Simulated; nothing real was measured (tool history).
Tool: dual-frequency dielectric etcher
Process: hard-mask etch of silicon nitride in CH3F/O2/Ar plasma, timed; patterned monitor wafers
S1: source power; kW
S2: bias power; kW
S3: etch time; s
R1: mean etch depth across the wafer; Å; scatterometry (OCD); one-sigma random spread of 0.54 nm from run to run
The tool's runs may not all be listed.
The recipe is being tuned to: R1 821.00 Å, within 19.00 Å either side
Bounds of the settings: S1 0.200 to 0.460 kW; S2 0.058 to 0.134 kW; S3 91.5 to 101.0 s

run    day     S1     S2     S3      R1
  1  0.000  0.330  0.096  101.0  759.16
  2  0.333  0.350  0.097  101.0  780.07
  3  0.654  0.360  0.098  101.0  790.45
  4  0.996  0.370  0.099  101.0  796.13
  5  1.054  0.370  0.099   91.5  721.92
  6  1.392  0.370  0.092   91.5  704.95
  7  1.496  0.380  0.099   92.0  736.33
  8  1.621  0.380  0.105   92.5  762.75
  9  1.938  0.380  0.105   92.5  768.75
 10  2.300  0.390  0.108   92.5  775.45
 11  2.400  0.400  0.111   93.0  797.49
 12  2.517  0.400  0.112   93.0  792.95

Below are 4 possible settings for the next run. Only one of them brings all results inside the allowed miss of their targets. Which is it?
  A  2.633  0.400  0.114  98.5   ?
  B  2.633  0.460  0.088  91.5   ?
  C  2.633  0.400  0.131  94.5   ?
  D  2.633  0.400  0.116  93.5   ?

move      R1
   A  854.80
   B  747.40
   C  871.02
   D  817.54
A: takes the biggest miss from the last run beyond its target
B: the biggest miss grows against the last run
C: takes the biggest miss from the last run beyond its target
D: meets every target
The right move is D.
